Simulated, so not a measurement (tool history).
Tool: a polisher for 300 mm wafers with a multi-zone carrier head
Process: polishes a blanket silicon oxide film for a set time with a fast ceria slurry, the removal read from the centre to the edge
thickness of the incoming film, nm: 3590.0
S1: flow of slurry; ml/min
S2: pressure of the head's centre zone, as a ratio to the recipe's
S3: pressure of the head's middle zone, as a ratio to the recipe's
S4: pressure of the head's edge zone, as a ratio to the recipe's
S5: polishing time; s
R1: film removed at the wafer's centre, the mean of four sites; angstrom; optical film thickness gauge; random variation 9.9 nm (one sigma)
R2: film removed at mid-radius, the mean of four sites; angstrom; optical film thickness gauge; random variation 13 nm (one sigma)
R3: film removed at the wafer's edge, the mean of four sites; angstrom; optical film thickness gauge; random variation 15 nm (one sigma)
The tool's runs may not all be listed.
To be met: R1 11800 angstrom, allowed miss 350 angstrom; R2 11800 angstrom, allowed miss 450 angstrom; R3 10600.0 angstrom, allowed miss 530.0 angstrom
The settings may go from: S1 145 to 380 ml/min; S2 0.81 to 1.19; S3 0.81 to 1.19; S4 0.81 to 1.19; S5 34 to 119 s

run 1 day=0.000 | S1=245 S2=1.00 S3=1.00 S4=1.00 S5=76 | R1=14523 R2=15040 R3=14474.0
run 2 day=0.083 | S1=245 S2=1.00 S3=1.00 S4=0.96 S5=71 | R1=13622 R2=13986 R3=13368.0
run 3 day=0.367 | S1=245 S2=1.01 S3=1.01 S4=0.93 S5=67 | R1=12859 R2=13448 R3=12634.0
run 4 day=0.617 | S1=245 S2=1.01 S3=1.01 S4=0.85 S5=67 | R1=12934 R2=13389 R3=11912.0
run 5 day=0.712 | S1=245 S2=1.01 S3=1.06 S4=0.85 S5=67 | R1=12872 R2=13786 R3=11979.0
run 6 day=0.892 | S1=195 S2=1.01 S3=1.06 S4=0.85 S5=67 | R1=12578 R2=13766 R3=11663.0
run 7 day=0.992 | S1=195 S2=1.01 S3=1.06 S4=0.85 S5=67 | R1=12418 R2=13867 R3=11995.0
run 8 day=1.025 | S1=200 S2=1.07 S3=0.99 S4=0.81 S5=57 | R1=11248 R2=11189 R3=10094.0
run 9 day=1.092 | S1=205 S2=1.07 S3=1.00 S4=0.82 S5=57 | R1=11353 R2=10852 R3=10003.0
run 10 day=1.267 | S1=210 S2=1.07 S3=1.01 S4=0.83 S5=58 | R1=11608 R2=11511 R3=10365.0
run 11 day=1.346 | S1=210 S2=1.07 S3=1.01 S4=0.83 S5=58 | R1=11498 R2=11335 R3=10156.0

Which of these 5 next moves meets every target?
run A day=1.425 | S1=225 S2=1.13 S3=1.06 S4=0.86 S5=53 | R1=? R2=? R3=?
run B day=1.425 | S1=210 S2=1.12 S3=0.92 S4=0.88 S5=58 | R1=? R2=? R3=?
run C day=1.425 | S1=245 S2=1.16 S3=1.01 S4=0.90 S5=55 | R1=? R2=? R3=?
run D day=1.425 | S1=190 S2=1.01 S3=1.04 S4=0.82 S5=59 | R1=? R2=? R3=?
run E day=1.425 | S1=220 S2=1.07 S3=1.02 S4=0.84 S5=60 | R1=? R2=? R3=?

move=A R1=10882 R2=10808 R3=9409.5
move=B R1=11706 R2=10417 R3=10332.0
move=C R1=11661 R2=10861 R3=9979.4
move=D R1=10778 R2=11616 R3=10177.0
move=E R1=11726 R2=11817 R3=10561.0
A: further off than the last run
B: further off than the last run
C: further off than the last run
D: brings the result that was furthest off to its target, and leaves another outside
E: meets every target
Answer: E
